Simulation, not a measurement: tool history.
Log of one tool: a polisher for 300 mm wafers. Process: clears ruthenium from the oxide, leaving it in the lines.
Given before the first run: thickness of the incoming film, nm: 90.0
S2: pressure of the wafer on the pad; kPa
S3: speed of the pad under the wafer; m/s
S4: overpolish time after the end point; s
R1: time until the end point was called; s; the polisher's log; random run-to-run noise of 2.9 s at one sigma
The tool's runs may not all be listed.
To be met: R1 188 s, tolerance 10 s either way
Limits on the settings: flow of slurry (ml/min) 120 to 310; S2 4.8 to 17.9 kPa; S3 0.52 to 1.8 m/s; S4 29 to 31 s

run 1 day=0 | flow_of_slurry_(ml/min)=200 S2=11 S3=1.16 S4=29 | R1=84.368
run 2 day=0.104 | flow_of_slurry_(ml/min)=200 S2=11 S3=1.3 S4=29 | R1=76.605
run 3 day=0.154 | flow_of_slurry_(ml/min)=200 S2=11 S3=1.54 S4=29 | R1=64.495
run 4 day=0.338 | flow_of_slurry_(ml/min)=195 S2=10.3 S3=1.46 S4=29 | R1=71.237
run 5 day=0.45 | flow_of_slurry_(ml/min)=225 S2=10.3 S3=1.46 S4=29 | R1=69.892
run 6 day=0.804 | flow_of_slurry_(ml/min)=225 S2=10.3 S3=1.2 S4=29 | R1=85.433
run 7 day=1.046 | flow_of_slurry_(ml/min)=225 S2=9.7 S3=1.14 S4=29 | R1=94.034
run 8 day=1.142 | flow_of_slurry_(ml/min)=225 S2=9 S3=1.08 S4=29 | R1=105.43

Next run, 4 choices. One meets every target within its allowed miss, the rest don't. Which?
run A day=1.238 | flow_of_slurry_(ml/min)=230 S2=7.6 S3=0.68 S4=29 | R1=?
run B day=1.238 | flow_of_slurry_(ml/min)=270 S2=15.2 S3=1.62 S4=29 | R1=?
run C day=1.238 | flow_of_slurry_(ml/min)=205 S2=13.1 S3=1.74 S4=31 | R1=?
run D day=1.238 | flow_of_slurry_(ml/min)=260 S2=13.1 S3=1.52 S4=29 | R1=?

move=A R1=184.26
move=B R1=45.665
move=C R1=49.683
move=D R1=55.044
A: every result within its allowed miss
B: misses by more than the last run did
C: misses by more than the last run did
D: misses by more than the last run did
So the answer is move A, the one that meets all the targets.
